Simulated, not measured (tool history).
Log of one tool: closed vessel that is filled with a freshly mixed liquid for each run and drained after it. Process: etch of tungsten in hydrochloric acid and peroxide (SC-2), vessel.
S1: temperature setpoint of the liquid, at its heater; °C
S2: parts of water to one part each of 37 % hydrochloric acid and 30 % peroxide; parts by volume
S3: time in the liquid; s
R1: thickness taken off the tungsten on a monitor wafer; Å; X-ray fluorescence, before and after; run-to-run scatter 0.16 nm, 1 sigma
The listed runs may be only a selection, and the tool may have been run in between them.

| run | hour | S1 | S2 | S3 | R1 |
|---|---|---|---|---|---|
| 1 | 0.0 | 61.0 | 6.5 | 90 | 806.41 |
| 2 | 1.0 | 59.5 | 6.5 | 90 | 724.45 |
| 3 | 7.7 | 59.5 | 6.5 | 90 | 730.22 |
| 4 | 13.4 | 58.5 | 6.5 | 90 | 686.61 |
| 5 | 19.8 | 58.5 | 5.5 | 90 | 780.03 |
| 6 | 24.4 | 58.5 | 5.5 | 100 | 866.58 |
| 7 | 28.3 | 57.0 | 5.5 | 100 | 784.38 |
| 8 | 36.6 | 56.0 | 5.5 | 100 | 735.24 |
| 9 | 40.9 | 55.0 | 5.5 | 100 | 685.24 |
| 10 | 46.3 | 54.0 | 5.5 | 100 | 642.87 |
| 11 | 54.9 | 53.0 | 5.5 | 100 | 605.80 |
| 12 | 58.9 | 52.0 | 5.5 | 100 | 567.63 |
| 13 | 63.7 | 51.5 | 5.5 | 100 | 550.96 |

Run 14, settings as shown, results not yet in. Your forecast:
| 14 | 68.6 | 51.5 | 5.5 | 100 | ? |

R1: 546.47 Å

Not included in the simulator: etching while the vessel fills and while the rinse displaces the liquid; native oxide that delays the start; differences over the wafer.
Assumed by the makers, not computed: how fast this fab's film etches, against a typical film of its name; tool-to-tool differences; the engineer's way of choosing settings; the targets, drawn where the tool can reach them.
